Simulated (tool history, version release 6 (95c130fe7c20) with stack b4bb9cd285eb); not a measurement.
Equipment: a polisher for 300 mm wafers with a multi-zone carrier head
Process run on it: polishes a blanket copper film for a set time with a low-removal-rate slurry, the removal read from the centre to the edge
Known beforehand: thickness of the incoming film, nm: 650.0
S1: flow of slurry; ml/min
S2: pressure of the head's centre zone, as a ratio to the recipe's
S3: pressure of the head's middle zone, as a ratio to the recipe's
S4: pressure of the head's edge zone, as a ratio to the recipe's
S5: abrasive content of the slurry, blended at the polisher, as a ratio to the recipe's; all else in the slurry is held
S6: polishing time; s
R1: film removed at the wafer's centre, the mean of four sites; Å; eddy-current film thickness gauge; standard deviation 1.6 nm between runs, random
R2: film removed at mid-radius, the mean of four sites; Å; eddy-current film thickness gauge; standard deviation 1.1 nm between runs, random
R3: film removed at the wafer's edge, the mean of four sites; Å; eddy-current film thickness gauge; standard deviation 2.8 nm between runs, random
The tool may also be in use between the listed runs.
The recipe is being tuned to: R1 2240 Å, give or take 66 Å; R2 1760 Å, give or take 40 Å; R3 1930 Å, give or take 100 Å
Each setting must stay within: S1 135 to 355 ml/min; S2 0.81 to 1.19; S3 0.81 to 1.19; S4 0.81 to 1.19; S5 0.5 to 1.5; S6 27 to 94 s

run  hour   S1    S2    S3    S4    S5  S6      R1      R2      R3
  1     0  225     1     1     1     1  60  2125.2  2143.9    2064
  2   8.4  255     1     1     1     1  60  2156.1  2169.2  2150.1
  3  11.7  255     1  0.96     1     1  60    2170  2117.4    2152
  4  15.6  295     1  0.96     1     1  60  2199.4  2123.6  2174.9
  5  23.2  285  1.03  0.91  0.97   0.9  60  2221.4  2004.8    2089
  6  27.6  270  1.05  0.88  0.96  0.85  60  2225.6  1883.2  2060.8
  7  32.5  255  1.06  0.87  0.94  0.85  60    2255  1881.8    2065
  8  36.2  255  1.06  0.87  0.94  0.85  60    2239  1860.5  1998.8

Exercise: of the 5 proposed moves below, exactly one satisfies all targets within the stated allowed misses. Which move is it?
  A  39.9  250  1.13  0.86  0.94   0.9  56   ?   ?   ?
  B  39.9  315  1.12  0.81  1.12  0.85  57   ?   ?   ?
  C  39.9  285   1.1  0.81  1.03  0.85  62   ?   ?   ?
  D  39.9  305  1.19  0.98  0.81  0.95  52   ?   ?   ?
  E  39.9  245  1.06  0.81  1.05  0.55  64   ?   ?   ?

move      R1      R2      R3
   A  2221.1  1762.9  1945.1
   B  2271.8  1726.9  2171.8
   C  2410.6  1863.6  2251.5
   D  2219.5  1871.2  1721.7
   E  2238.8  1790.6  2190.6
A: every result lands within tolerance
B: puts the biggest miss on target and leaves a different result outside tolerance
C: misses by more than the last run did
D: misses by more than the last run did
E: puts the biggest miss on target and leaves a different result outside tolerance
Correct choice: A, which meets every target
